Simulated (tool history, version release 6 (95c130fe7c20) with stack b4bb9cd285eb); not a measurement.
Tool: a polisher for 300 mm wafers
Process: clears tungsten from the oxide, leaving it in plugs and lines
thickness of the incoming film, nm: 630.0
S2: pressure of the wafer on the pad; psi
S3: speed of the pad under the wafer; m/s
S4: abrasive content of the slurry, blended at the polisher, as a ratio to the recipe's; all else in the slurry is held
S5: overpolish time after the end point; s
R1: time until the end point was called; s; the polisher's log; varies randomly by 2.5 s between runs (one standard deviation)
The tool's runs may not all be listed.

run 1 day=0 | flow_of_slurry_(ml/min)=220 S2=4.9 S3=1.16 S4=1 S5=20 | R1=102.96
run 2 day=0.042 | flow_of_slurry_(ml/min)=220 S2=4.9 S3=1.16 S4=1 S5=20 | R1=103.81
run 3 day=0.108 | flow_of_slurry_(ml/min)=220 S2=4.9 S3=1.16 S4=1 S5=20 | R1=102.75
run 4 day=0.442 | flow_of_slurry_(ml/min)=195 S2=4.9 S3=1.16 S4=1 S5=20 | R1=106.02
run 5 day=0.792 | flow_of_slurry_(ml/min)=195 S2=4.9 S3=1.16 S4=0.8 S5=20 | R1=109.63
run 6 day=0.933 | flow_of_slurry_(ml/min)=195 S2=4.6 S3=1.16 S4=0.8 S5=20 | R1=117.08
run 7 day=1.025 | flow_of_slurry_(ml/min)=195 S2=4.4 S3=1.16 S4=0.8 S5=20 | R1=122.09
run 8 day=1.154 | flow_of_slurry_(ml/min)=195 S2=4.2 S3=1.16 S4=0.8 S5=20 | R1=123.31

Forecast run 9:
run 9 day=1.521 | flow_of_slurry_(ml/min)=195 S2=4 S3=1.16 S4=0.8 S5=20 | R1=?

R1: 127.09 s
